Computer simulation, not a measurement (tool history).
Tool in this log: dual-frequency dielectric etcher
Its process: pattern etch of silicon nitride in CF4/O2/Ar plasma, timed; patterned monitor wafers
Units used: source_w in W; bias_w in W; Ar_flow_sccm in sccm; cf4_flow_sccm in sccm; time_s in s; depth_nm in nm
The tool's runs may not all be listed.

{"run": 1, "hour": 0.0, "source_w": 620, "bias_w": 34, "Ar_flow_sccm": 92, "cf4_flow_sccm": 91, "time_s": 200, "depth_nm": 391.43}
{"run": 2, "hour": 5.3, "source_w": 620, "bias_w": 34, "Ar_flow_sccm": 107, "cf4_flow_sccm": 91, "time_s": 200, "depth_nm": 384.31}
{"run": 3, "hour": 7.4, "source_w": 620, "bias_w": 34, "Ar_flow_sccm": 115, "cf4_flow_sccm": 91, "time_s": 200, "depth_nm": 381.99}
{"run": 4, "hour": 14.1, "source_w": 570, "bias_w": 34, "Ar_flow_sccm": 115, "cf4_flow_sccm": 91, "time_s": 200, "depth_nm": 356.79}
{"run": 5, "hour": 16.7, "source_w": 570, "bias_w": 39, "Ar_flow_sccm": 115, "cf4_flow_sccm": 91, "time_s": 200, "depth_nm": 385.52}
{"run": 6, "hour": 23.5, "source_w": 520, "bias_w": 39, "Ar_flow_sccm": 115, "cf4_flow_sccm": 91, "time_s": 200, "depth_nm": 357.7}

Run 7, settings as shown, results not yet in. Your forecast:
{"run": 7, "hour": 30.1, "source_w": 490, "bias_w": 39, "Ar_flow_sccm": 115, "cf4_flow_sccm": 91, "time_s": 200, "depth_nm": "?"}

Run 7 yielded depth_nm 340.86 nm.

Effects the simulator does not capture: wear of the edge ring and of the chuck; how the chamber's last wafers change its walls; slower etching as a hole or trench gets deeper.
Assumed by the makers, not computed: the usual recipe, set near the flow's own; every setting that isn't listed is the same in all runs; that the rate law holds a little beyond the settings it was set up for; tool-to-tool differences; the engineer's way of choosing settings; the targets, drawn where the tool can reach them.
